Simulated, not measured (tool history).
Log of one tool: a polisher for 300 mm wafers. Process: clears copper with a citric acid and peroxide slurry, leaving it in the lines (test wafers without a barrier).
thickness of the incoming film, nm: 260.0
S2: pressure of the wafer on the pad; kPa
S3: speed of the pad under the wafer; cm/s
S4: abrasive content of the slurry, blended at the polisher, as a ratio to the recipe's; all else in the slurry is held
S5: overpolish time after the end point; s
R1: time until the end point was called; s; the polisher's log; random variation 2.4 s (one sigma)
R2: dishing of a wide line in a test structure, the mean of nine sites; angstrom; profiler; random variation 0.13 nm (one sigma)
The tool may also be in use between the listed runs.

run 1 day=0 | flow_of_slurry_(ml/min)=300 S2=19.3 S3=96 S4=1 S5=13 | R1=119.44 R2=192.64
run 2 day=0.208 | flow_of_slurry_(ml/min)=300 S2=17.2 S3=96 S4=1 S5=11 | R1=129.33 R2=152.83
run 3 day=0.433 | flow_of_slurry_(ml/min)=225 S2=17.2 S3=96 S4=1 S5=11 | R1=133.9 R2=149.22
run 4 day=0.742 | flow_of_slurry_(ml/min)=215 S2=15.9 S3=96 S4=1 S5=9 | R1=142.26 R2=117.4
run 5 day=0.858 | flow_of_slurry_(ml/min)=215 S2=14.5 S3=96 S4=1 S5=8 | R1=160.06 R2=96.981
run 6 day=1.162 | flow_of_slurry_(ml/min)=215 S2=14.5 S3=96 S4=1.2 S5=8 | R1=153.85 R2=100.12

Forecast run 7:
run 7 day=1.312 | flow_of_slurry_(ml/min)=215 S2=13.8 S3=96 S4=1.2 S5=7 | R1=? R2=?

{"run 7": {"R1": 156.24, "R2": 88.789}}

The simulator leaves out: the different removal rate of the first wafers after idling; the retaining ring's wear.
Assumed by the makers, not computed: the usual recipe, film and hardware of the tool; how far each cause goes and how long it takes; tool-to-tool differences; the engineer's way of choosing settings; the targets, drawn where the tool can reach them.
